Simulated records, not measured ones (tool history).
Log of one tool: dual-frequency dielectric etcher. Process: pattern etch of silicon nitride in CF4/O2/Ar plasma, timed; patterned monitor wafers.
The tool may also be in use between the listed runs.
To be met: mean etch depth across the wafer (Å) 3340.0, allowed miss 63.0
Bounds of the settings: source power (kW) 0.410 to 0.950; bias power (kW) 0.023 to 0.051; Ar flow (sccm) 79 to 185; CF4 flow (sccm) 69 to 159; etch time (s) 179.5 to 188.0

| run | hour | source power (kW) | bias power (kW) | Ar flow (sccm) | CF4 flow (sccm) | etch time (s) | mean etch depth across the wafer (Å) |
|---|---|---|---|---|---|---|---|
| 1 | 0.0 | 0.680 | 0.037 | 132 | 114 | 179.5 | 3629.6 |
| 2 | 8.0 | 0.660 | 0.037 | 132 | 114 | 179.5 | 3535.0 |
| 3 | 12.1 | 0.650 | 0.037 | 132 | 114 | 179.5 | 3488.5 |
| 4 | 19.8 | 0.650 | 0.037 | 132 | 128 | 179.5 | 3567.5 |
| 5 | 28.4 | 0.650 | 0.037 | 132 | 135 | 179.5 | 3608.3 |
| 6 | 30.2 | 0.720 | 0.037 | 132 | 135 | 179.5 | 3929.2 |
| 7 | 35.7 | 0.680 | 0.037 | 132 | 135 | 179.5 | 3737.1 |
| 8 | 42.4 | 0.580 | 0.037 | 132 | 135 | 179.5 | 3259.6 |

4 next moves are on the table. One of them brings every result within its allowed miss. Which?
| A | 49.1 | 0.610 | 0.032 | 111 | 115 | 188.0 | ? |
| B | 49.1 | 0.570 | 0.033 | 96 | 113 | 179.5 | ? |
| C | 49.1 | 0.580 | 0.041 | 142 | 128 | 180.5 | ? |
| D | 49.1 | 0.590 | 0.038 | 127 | 129 | 187.0 | ? |

| move | mean etch depth across the wafer (Å) |
|---|---|
| A | 3434.1 |
| B | 3175.7 |
| C | 3316.9 |
| D | 3476.1 |
A: takes the result that was furthest off past its target
B: further off than the last run
C: meets every target
D: takes the result that was furthest off past its target
Move C is the one to make.

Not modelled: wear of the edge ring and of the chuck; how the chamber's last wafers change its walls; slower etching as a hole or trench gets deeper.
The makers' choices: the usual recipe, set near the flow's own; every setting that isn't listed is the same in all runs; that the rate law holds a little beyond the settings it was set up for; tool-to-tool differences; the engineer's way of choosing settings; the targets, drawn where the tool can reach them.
